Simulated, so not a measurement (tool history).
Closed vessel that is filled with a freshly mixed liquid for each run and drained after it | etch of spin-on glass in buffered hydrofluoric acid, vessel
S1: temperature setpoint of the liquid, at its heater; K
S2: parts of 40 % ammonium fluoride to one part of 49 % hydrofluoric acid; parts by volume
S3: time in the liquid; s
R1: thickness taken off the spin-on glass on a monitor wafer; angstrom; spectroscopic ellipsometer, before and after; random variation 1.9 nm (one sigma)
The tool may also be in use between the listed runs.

run	hour	S1	S2	S3	R1
1	0.0	297.15	9.0	30	1001.3
2	2.9	299.15	8.0	30	1265.2
3	7.3	300.65	7.0	30	1585.0
4	10.1	299.15	7.0	30	1461.5
5	12.6	300.65	6.5	30	1691.7
6	14.7	300.65	6.5	30	1688.7
7	21.7	301.65	6.0	30	1921.2
8	23.8	302.65	6.0	30	2033.5

Forecast run 9:
9	30.5	303.15	6.0	30	?

{"run 9": {"R1": 2067.3}}
